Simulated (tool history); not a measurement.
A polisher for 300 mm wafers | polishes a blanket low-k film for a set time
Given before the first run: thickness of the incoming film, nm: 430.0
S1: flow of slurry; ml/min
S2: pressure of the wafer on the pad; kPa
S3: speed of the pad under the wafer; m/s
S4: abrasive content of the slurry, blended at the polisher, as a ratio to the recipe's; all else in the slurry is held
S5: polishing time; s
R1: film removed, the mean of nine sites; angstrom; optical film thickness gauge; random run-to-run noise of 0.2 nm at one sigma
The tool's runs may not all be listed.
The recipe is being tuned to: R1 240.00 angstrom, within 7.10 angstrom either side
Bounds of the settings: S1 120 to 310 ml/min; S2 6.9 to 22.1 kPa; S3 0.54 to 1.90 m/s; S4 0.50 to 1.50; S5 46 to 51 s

run,hour,S1,S2,S3,S4,S5,R1
1,0.0,200,14.5,1.22,1.00,51,294.60
2,5.9,200,14.5,1.22,1.15,51,310.47
3,12.4,195,13.1,1.22,1.15,51,285.96
4,21.2,195,15.2,1.22,1.15,51,320.86
5,24.6,195,15.2,1.44,1.15,51,375.01
6,30.4,195,15.2,1.44,1.05,51,358.67
7,36.3,190,13.1,1.44,1.05,51,311.70
8,37.3,185,11.7,1.44,1.05,51,282.79
9,44.0,180,11.0,1.44,1.05,51,260.18
10,47.9,170,11.0,1.44,1.05,51,257.35
11,48.5,160,11.0,1.44,1.05,51,253.82
12,56.5,150,11.0,1.44,1.05,51,251.68
13,62.6,145,11.0,1.44,1.05,51,251.46
14,63.2,140,11.0,1.44,1.05,51,248.26
15,70.4,135,11.0,1.44,1.05,51,248.59
16,74.1,135,10.3,1.44,1.05,51,232.16

Of the 5 settings listed for the next run, only one would bring every result within its allowed miss of target. Which one?
A,77.8,160,11.7,1.06,1.50,51,?
B,77.8,120,10.3,1.52,1.20,46,?
C,77.8,135,10.3,1.56,1.00,47,?
D,77.8,150,9.0,1.56,1.20,48,?
E,77.8,145,10.3,1.38,1.15,49,?

move,R1
A,243.21
B,224.49
C,224.16
D,219.65
E,227.66
A: hits every target within its allowed miss
B: its largest miss is bigger than the last run's
C: its largest miss is bigger than the last run's
D: its largest miss is bigger than the last run's
E: its largest miss is bigger than the last run's
A meets every target.
